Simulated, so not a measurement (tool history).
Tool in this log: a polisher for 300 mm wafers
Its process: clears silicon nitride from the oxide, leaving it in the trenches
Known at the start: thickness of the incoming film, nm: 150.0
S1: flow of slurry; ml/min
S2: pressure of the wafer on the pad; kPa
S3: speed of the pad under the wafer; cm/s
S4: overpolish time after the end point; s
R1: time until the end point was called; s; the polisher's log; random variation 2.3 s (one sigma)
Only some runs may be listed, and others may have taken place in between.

run 1 hour=0 | S1=315 S2=17.9 S3=128 S4=9 | R1=157.7
run 2 hour=7.7 | S1=315 S2=17.2 S3=128 S4=9 | R1=160.36
run 3 hour=9.8 | S1=315 S2=16.5 S3=128 S4=9 | R1=166.19
run 4 hour=15 | S1=315 S2=16.5 S3=108 S4=9 | R1=189.1
run 5 hour=20.6 | S1=315 S2=15.9 S3=108 S4=9 | R1=193.44
run 6 hour=22.6 | S1=395 S2=15.9 S3=108 S4=9 | R1=187.89
run 7 hour=27.8 | S1=390 S2=15.2 S3=108 S4=9 | R1=194.36
-- hour=29.7 slurry nozzle cleaned
run 8 hour=29.7 | S1=390 S2=15.2 S3=108 S4=9 | R1=187.69
run 9 hour=38 | S1=380 S2=15.2 S3=108 S4=9 | R1=185.46
run 10 hour=45.6 | S1=370 S2=14.5 S3=108 S4=9 | R1=199.85
run 11 hour=48.4 | S1=365 S2=14.5 S3=108 S4=9 | R1=201.11

Run 12, settings as shown, results not yet in. Your forecast:
run 12 hour=50.8 | S1=360 S2=14.5 S3=108 S4=9 | R1=?

{"run 12": {"R1": 197.28}}
